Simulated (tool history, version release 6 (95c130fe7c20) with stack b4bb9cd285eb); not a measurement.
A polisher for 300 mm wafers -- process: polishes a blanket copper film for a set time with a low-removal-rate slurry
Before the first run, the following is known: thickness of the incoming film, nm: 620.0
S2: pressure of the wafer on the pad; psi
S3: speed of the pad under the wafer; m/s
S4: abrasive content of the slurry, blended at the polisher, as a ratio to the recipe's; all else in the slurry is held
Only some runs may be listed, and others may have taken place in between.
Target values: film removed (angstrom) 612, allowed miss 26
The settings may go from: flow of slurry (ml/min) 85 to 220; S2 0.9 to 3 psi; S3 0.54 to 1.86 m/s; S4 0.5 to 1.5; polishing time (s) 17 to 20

run 1 hour=0 | flow_of_slurry_(ml/min)=140 S2=1.9 S3=1.18 S4=1 polishing_time_(s)=20 | film_removed_(angstrom)=398.84
run 2 hour=2.6 | flow_of_slurry_(ml/min)=140 S2=1.9 S3=1.18 S4=0.8 polishing_time_(s)=20 | film_removed_(angstrom)=386.85
run 3 hour=6 | flow_of_slurry_(ml/min)=140 S2=1.9 S3=1.18 S4=0.8 polishing_time_(s)=20 | film_removed_(angstrom)=385.12
run 4 hour=14.6 | flow_of_slurry_(ml/min)=105 S2=1.9 S3=1.18 S4=0.8 polishing_time_(s)=20 | film_removed_(angstrom)=378.43
run 5 hour=22.5 | flow_of_slurry_(ml/min)=105 S2=2.1 S3=1.18 S4=0.8 polishing_time_(s)=20 | film_removed_(angstrom)=415.55
run 6 hour=31.1 | flow_of_slurry_(ml/min)=130 S2=2.1 S3=1.18 S4=0.8 polishing_time_(s)=20 | film_removed_(angstrom)=428.79
run 7 hour=32 | flow_of_slurry_(ml/min)=145 S2=2.7 S3=1.2 S4=0.8 polishing_time_(s)=20 | film_removed_(angstrom)=566.78
run 8 hour=35 | flow_of_slurry_(ml/min)=145 S2=2.8 S3=1.2 S4=0.8 polishing_time_(s)=20 | film_removed_(angstrom)=581.37

Which one of the following 4 next-run settings gets every result inside its allowed miss? There is exactly one.
run A hour=38 | flow_of_slurry_(ml/min)=155 S2=2.8 S3=1.34 S4=0.75 polishing_time_(s)=20 | film_removed_(angstrom)=?
run B hour=38 | flow_of_slurry_(ml/min)=110 S2=2.5 S3=1.34 S4=0.85 polishing_time_(s)=20 | film_removed_(angstrom)=?
run C hour=38 | flow_of_slurry_(ml/min)=145 S2=3 S3=1.3 S4=0.95 polishing_time_(s)=18 | film_removed_(angstrom)=?
run D hour=38 | flow_of_slurry_(ml/min)=115 S2=2.4 S3=1.64 S4=1 polishing_time_(s)=20 | film_removed_(angstrom)=?

move=A film_removed_(angstrom)=649.5
move=B film_removed_(angstrom)=562.39
move=C film_removed_(angstrom)=622.9
move=D film_removed_(angstrom)=679.43
A: moves the result that the last run missed by most past its target, out the other side
B: misses by more than the last run did
C: every result lands within tolerance
D: moves the result that the last run missed by most past its target, out the other side
Answer: C
